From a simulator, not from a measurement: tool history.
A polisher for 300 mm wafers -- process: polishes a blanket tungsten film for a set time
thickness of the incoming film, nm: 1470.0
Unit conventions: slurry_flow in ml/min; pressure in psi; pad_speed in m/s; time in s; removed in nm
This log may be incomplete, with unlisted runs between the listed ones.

run    day  slurry_flow  pressure  pad_speed  slurry_solids  time  removed
  1  0.000          145       3.3       1.16            1.0    23  103.610
  2  0.233          140       3.0       1.16            1.0    23   94.158
  3  0.475          135       2.7       1.16            1.0    23   85.580
  4  0.746          130       2.5       1.16            1.0    23   80.139
  5  0.854          125       2.4       1.16            1.0    23   79.170
  6  1.171          125       2.4       0.92            1.0    23   63.707
     1.433  -- slurry tank refilled with fresh slurry and peroxide
  7  1.433          130       2.5       0.92            1.0    23   71.683

For run 8, what comes out?
  8  1.600          125       2.5       0.92            1.0    23        ?

{"run 8": {"removed": 72.235}}
